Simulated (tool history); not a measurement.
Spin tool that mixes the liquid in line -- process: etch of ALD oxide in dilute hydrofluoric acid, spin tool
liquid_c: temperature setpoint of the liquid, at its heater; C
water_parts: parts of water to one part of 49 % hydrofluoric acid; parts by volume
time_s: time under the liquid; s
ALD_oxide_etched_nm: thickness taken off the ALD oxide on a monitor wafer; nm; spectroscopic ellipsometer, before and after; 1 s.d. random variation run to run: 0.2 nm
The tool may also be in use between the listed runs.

run 1 hour=0.0 | liquid_c=23.0 water_parts=155 time_s=245 | ALD_oxide_etched_nm=27.957
run 2 hour=3.6 | liquid_c=23.0 water_parts=155 time_s=245 | ALD_oxide_etched_nm=28.237
run 3 hour=8.5 | liquid_c=23.0 water_parts=125 time_s=245 | ALD_oxide_etched_nm=36.019
run 4 hour=14.6 | liquid_c=26.0 water_parts=125 time_s=245 | ALD_oxide_etched_nm=40.457
run 5 hour=16.0 | liquid_c=26.5 water_parts=125 time_s=245 | ALD_oxide_etched_nm=41.259
run 6 hour=18.6 | liquid_c=27.0 water_parts=125 time_s=245 | ALD_oxide_etched_nm=41.880
run 7 hour=23.1 | liquid_c=27.5 water_parts=125 time_s=245 | ALD_oxide_etched_nm=42.732

Run 8 is up next; what results do you expect?
run 8 hour=30.8 | liquid_c=28.0 water_parts=125 time_s=245 | ALD_oxide_etched_nm=?

Run 8 came out at ALD_oxide_etched_nm 43.641 nm.
